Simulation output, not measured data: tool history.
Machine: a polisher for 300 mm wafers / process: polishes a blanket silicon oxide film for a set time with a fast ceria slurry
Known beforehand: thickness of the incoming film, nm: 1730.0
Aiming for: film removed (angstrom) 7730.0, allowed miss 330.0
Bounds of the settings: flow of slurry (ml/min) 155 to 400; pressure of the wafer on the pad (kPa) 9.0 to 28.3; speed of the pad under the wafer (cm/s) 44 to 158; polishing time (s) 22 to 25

run  hour  flow of slurry (ml/min)  pressure of the wafer on the pad (kPa)  speed of the pad under the wafer (cm/s)  polishing time (s)  film removed (angstrom)
  1   0.0                      255                                    18.6                                      100                  25                   4644.4
  2   1.1                      305                                    18.6                                      100                  25                   4768.1
  3   7.4                      305                                    18.6                                       78                  25                   3647.3
  4  12.8                      305                                    21.4                                       84                  25                   4631.6
  5  18.0                      305                                    19.3                                       84                  25                   4126.6
  6  25.7                      305                                    19.3                                      106                  25                   5150.7
  7  32.7                      305                                    24.1                                      110                  25                   6676.2
  8  35.9                      305                                    24.8                                      110                  25                   6828.4
  9  36.6                      305                                    25.5                                      110                  25                   7185.0
 10  40.9                      305                                    26.2                                      110                  25                   7088.7
 11  43.2                      305                                    26.9                                      110                  25                   7207.6

Which single option among these 5 for the next run brings every result within its allowed miss of target? Just one does.
  A  45.5                      305                                    27.6                                      102                  23                        ?
  B  45.5                      345                                    24.8                                      124                  22                        ?
  C  45.5                      330                                    25.5                                      132                  25                        ?
  D  45.5                      270                                    28.3                                      110                  25                        ?
  E  45.5                      395                                    27.6                                      100                  25                        ?

move  film removed (angstrom)
   A                   6536.7
   B                   6911.1
   C                   8537.2
   D                   7733.9
   E                   7118.1
A: the biggest miss grows against the last run
B: the biggest miss grows against the last run
C: moves the result that the last run missed by most past its target, out the other side
D: meets every target
E: the biggest miss grows against the last run
The move that meets every target is D.
